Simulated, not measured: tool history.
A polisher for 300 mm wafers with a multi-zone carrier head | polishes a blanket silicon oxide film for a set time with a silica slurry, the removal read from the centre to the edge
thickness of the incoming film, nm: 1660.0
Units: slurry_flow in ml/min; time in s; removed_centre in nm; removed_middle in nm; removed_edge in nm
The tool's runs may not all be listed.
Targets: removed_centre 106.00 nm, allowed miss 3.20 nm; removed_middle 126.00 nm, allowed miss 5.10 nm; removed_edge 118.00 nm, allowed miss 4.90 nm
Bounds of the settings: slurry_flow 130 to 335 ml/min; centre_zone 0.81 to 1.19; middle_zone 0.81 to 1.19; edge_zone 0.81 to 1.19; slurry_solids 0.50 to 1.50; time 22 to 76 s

run	hour	slurry_flow	centre_zone	middle_zone	edge_zone	slurry_solids	time	removed_centre	removed_middle	removed_edge
1	0.0	215	1.00	1.00	1.00	1.00	49	128.31	127.85	130.64
2	1.4	205	0.97	1.01	0.97	1.00	49	123.17	126.04	126.61
3	3.3	205	0.97	0.95	0.97	1.00	49	122.55	122.44	124.68
4	4.8	205	0.97	0.95	0.97	1.20	49	128.34	125.91	129.73
5	5.3	205	0.97	0.98	0.97	1.20	49	129.99	127.89	133.89
6	10.4	205	0.97	0.92	0.97	1.20	49	128.33	123.38	133.53
7	13.0	195	0.93	0.95	0.95	1.20	49	122.53	128.86	130.29
8	19.9	190	0.91	0.94	0.93	1.15	49	117.11	122.78	128.03
9	26.3	185	0.89	0.97	0.90	1.10	49	113.19	127.77	125.31
10	31.0	180	0.88	0.97	0.88	1.10	49	110.81	123.65	120.92

5 next moves are on the table. One of them brings every result within its allowed miss. Which?
A	35.7	165	0.91	0.98	0.84	1.00	51	?	?	?
B	35.7	170	0.94	1.07	0.85	1.10	47	?	?	?
C	35.7	165	0.84	0.99	0.81	1.05	50	?	?	?
D	35.7	155	0.95	1.02	0.93	1.15	48	?	?	?
E	35.7	165	0.87	0.90	0.83	1.40	50	?	?	?

move	removed_centre	removed_middle	removed_edge
A	113.42	121.91	119.50
B	111.65	124.93	113.97
C	103.96	122.21	116.83
D	114.20	121.70	121.20
E	116.46	122.07	127.91
A: further off than the last run
B: further off than the last run
C: meets every target
D: further off than the last run
E: further off than the last run
The right move is C.
